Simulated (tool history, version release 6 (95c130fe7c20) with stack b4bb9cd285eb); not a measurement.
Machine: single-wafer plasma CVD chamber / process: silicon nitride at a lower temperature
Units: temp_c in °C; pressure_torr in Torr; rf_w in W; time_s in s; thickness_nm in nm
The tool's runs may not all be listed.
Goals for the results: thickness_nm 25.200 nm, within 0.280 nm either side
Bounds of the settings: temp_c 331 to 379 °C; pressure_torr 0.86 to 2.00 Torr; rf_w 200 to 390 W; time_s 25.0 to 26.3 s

run	day	temp_c	pressure_torr	rf_w	time_s	thickness_nm
1	0.000	355	1.43	295	26.3	29.400
2	0.067	355	1.43	335	26.3	31.869
3	0.162	355	1.31	320	26.3	29.816
4	0.425	355	1.31	320	26.3	29.894
5	0.525	355	1.16	320	26.3	28.070
6	0.600	355	1.10	320	26.3	27.490
7	0.712	355	1.05	320	26.3	26.880
8	0.779	355	1.01	320	26.3	26.222
9	0.833	355	0.99	320	26.3	25.842
10	1.058	355	0.98	320	26.3	25.639

Which one of the following 5 next-run settings gets every result inside its allowed miss? There is exactly one.
A	1.283	354	0.95	325	25.7	?
B	1.283	349	1.07	300	25.0	?
C	1.283	358	0.98	325	25.1	?
D	1.283	358	0.95	325	26.1	?
E	1.283	354	0.92	315	26.3	?

move	thickness_nm
A	24.846
B	24.811
C	24.738
D	25.198
E	24.350
A: takes the biggest miss from the last run beyond its target
B: takes the biggest miss from the last run beyond its target
C: takes the biggest miss from the last run beyond its target
D: hits every target within its allowed miss
E: takes the biggest miss from the last run beyond its target
D is the move that brings every result within its allowed miss.

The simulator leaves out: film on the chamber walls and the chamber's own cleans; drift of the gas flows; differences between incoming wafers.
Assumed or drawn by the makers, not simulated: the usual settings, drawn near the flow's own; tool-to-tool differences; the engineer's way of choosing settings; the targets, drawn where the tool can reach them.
